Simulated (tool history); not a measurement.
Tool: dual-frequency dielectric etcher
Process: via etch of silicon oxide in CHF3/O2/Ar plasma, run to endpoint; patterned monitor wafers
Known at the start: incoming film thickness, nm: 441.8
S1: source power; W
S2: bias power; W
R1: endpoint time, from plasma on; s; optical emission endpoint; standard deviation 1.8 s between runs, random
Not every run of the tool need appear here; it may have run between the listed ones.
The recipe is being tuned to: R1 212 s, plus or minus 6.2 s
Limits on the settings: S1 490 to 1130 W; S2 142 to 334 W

run	hour	S1	S2	R1
1	0	810	238	181.8
2	3.5	780	234	185.03
3	9.4	870	234	178.27
4	14.1	990	234	171.71
5	20.1	950	225	173.12
6	28.8	950	253	170.88
7	32.3	900	243	174.16
8	41.1	740	195	194.52
9	45.7	720	192	199
10	51.4	710	190	200.73

Consider the 4 candidate settings below. Which is the only one whose results all fall within their allowed miss of target?
A	57.1	560	158	?
B	57.1	580	142	?
C	57.1	590	142	?
D	57.1	620	174	?

move	R1
A	226.55
B	228.17
C	226.75
D	214.23
A: carries the result that was furthest off beyond its target, to the other side
B: carries the result that was furthest off beyond its target, to the other side
C: carries the result that was furthest off beyond its target, to the other side
D: each result inside its tolerance
Answer: D
